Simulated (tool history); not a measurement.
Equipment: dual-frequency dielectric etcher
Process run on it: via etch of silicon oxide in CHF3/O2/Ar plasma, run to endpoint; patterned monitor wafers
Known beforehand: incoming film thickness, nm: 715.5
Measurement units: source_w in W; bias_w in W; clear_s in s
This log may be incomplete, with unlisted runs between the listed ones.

| run | hour | source_w | bias_w | clear_s |
|---|---|---|---|---|
| 1 | 0 | 770 | 207 | 321.53 |
| 2 | 5.7 | 790 | 208 | 318.08 |
| 3 | 14.2 | 810 | 209 | 312.21 |
| 4 | 15.1 | 810 | 175 | 337.38 |
| 5 | 23.2 | 700 | 175 | 358.44 |
| 6 | 26.3 | 700 | 162 | 369.82 |
| 7 | 31.2 | 770 | 163 | 353.62 |

For run 8, what comes out?
| 8 | 34.5 | 920 | 170 | ? |

{"run 8": {"clear_s": 324.95}}
